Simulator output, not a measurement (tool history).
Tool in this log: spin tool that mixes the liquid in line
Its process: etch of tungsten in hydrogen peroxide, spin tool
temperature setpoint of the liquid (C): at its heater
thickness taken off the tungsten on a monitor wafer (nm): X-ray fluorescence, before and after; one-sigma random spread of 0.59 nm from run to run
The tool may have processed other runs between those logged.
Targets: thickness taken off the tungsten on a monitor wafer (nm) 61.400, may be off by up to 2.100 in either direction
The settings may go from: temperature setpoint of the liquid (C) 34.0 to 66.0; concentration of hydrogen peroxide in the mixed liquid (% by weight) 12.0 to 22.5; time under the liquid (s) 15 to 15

run    day  temperature setpoint of the liquid (C)  concentration of hydrogen peroxide in the mixed liquid (% by weight)  time under the liquid (s)  thickness taken off the tungsten on a monitor wafer (nm)
  1  0.000                                    50.0                                                                  15.5                         15                                                    29.858
  2  0.158                                    50.0                                                                  17.0                         15                                                    30.780
  3  0.308                                    52.0                                                                  17.0                         15                                                    35.306
  4  0.462                                    52.0                                                                  17.0                         15                                                    34.616
  5  0.738                                    52.0                                                                  17.0                         15                                                    35.337
  6  0.908                                    53.5                                                                  17.0                         15                                                    38.117
  7  1.204                                    55.0                                                                  17.0                         15                                                    40.966
  8  1.325                                    56.5                                                                  17.0                         15                                                    45.288
  9  1.646                                    57.5                                                                  17.0                         15                                                    48.152
 10  2.017                                    58.0                                                                  17.0                         15                                                    50.336
 11  2.229                                    58.5                                                                  17.0                         15                                                    51.405
 12  2.575                                    59.0                                                                  17.0                         15                                                    53.136
 13  2.875                                    59.5                                                                  17.0                         15                                                    54.359

Exactly one of the 4 candidate moves below puts every result within its allowed miss. Which one?
  A  3.175                                    61.5                                                                  17.0                         15                                                         ?
  B  3.175                                    58.0                                                                  15.0                         15                                                         ?
  C  3.175                                    59.0                                                                  16.0                         15                                                         ?
  D  3.175                                    59.0                                                                  17.0                         15                                                         ?

move  thickness taken off the tungsten on a monitor wafer (nm)
   A                                                    60.185
   B                                                    46.213
   C                                                    50.580
   D                                                    52.137
A: every result lands within tolerance
B: misses by more than the last run did
C: misses by more than the last run did
D: misses by more than the last run did
A meets every target.
